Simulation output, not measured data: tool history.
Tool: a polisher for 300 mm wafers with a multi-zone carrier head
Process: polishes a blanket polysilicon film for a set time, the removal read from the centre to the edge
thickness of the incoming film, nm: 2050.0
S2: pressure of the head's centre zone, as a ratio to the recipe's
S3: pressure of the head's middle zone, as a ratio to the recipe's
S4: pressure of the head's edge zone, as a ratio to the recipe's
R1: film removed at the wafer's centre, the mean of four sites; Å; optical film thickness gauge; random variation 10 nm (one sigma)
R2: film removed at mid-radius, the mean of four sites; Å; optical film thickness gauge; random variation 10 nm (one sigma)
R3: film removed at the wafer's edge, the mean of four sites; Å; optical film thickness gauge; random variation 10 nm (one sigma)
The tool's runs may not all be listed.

{"run": 1, "hour": 0.0, "flow of slurry (ml/min)": 240, "S2": 1, "S3": 1, "S4": 1, "polishing time (s)": 72, "R1": 7532, "R2": 7388.5, "R3": 7439.1}
{"run": 2, "hour": 8.6, "flow of slurry (ml/min)": 240, "S2": 1, "S3": 1.03, "S4": 1, "polishing time (s)": 72, "R1": 7492.5, "R2": 7370, "R3": 7552.9}
{"run": 3, "hour": 10.0, "flow of slurry (ml/min)": 250, "S2": 1.01, "S3": 1.05, "S4": 0.99, "polishing time (s)": 75, "R1": 7778.2, "R2": 7868.4, "R3": 7744.7}
{"run": 4, "hour": 11.2, "flow of slurry (ml/min)": 250, "S2": 1.01, "S3": 1.05, "S4": 0.99, "polishing time (s)": 59, "R1": 6136.4, "R2": 6306, "R3": 6259.7}
{"run": 5, "hour": 14.7, "flow of slurry (ml/min)": 255, "S2": 1.02, "S3": 1.07, "S4": 1, "polishing time (s)": 63, "R1": 6831.7, "R2": 6773, "R3": 6618.9}
{"run": 6, "hour": 20.1, "flow of slurry (ml/min)": 255, "S2": 0.94, "S3": 1.07, "S4": 1, "polishing time (s)": 63, "R1": 6260.1, "R2": 6871.7, "R3": 6645.2}
{"run": 7, "hour": 25.6, "flow of slurry (ml/min)": 260, "S2": 0.95, "S3": 1.08, "S4": 1.01, "polishing time (s)": 67, "R1": 6759.1, "R2": 7312.2, "R3": 6993}
{"run": 8, "hour": 28.9, "flow of slurry (ml/min)": 265, "S2": 0.96, "S3": 1.09, "S4": 1.02, "polishing time (s)": 71, "R1": 7232.6, "R2": 7945.3, "R3": 7349.2}
{"run": 9, "hour": 30.3, "flow of slurry (ml/min)": 265, "S2": 1.06, "S3": 1.05, "S4": 1.12, "polishing time (s)": 91, "R1": 10246, "R2": 9712.9, "R3": 10213}
{"hour": 33.0, "done": "worn pad replaced by a new one"}
{"run": 10, "hour": 33.0, "flow of slurry (ml/min)": 265, "S2": 1.06, "S3": 1.05, "S4": 1.12, "polishing time (s)": 91, "R1": 11457, "R2": 10809, "R3": 11560}

The next listed run, before its measurement:
{"run": 11, "hour": 34.1, "flow of slurry (ml/min)": 265, "S2": 1.06, "S3": 1.06, "S4": 1.1, "polishing time (s)": 91, "R1": "?", "R2": "?", "R3": "?"}

R1: 11050 Å
R2: 11004 Å
R3: 11187 Å

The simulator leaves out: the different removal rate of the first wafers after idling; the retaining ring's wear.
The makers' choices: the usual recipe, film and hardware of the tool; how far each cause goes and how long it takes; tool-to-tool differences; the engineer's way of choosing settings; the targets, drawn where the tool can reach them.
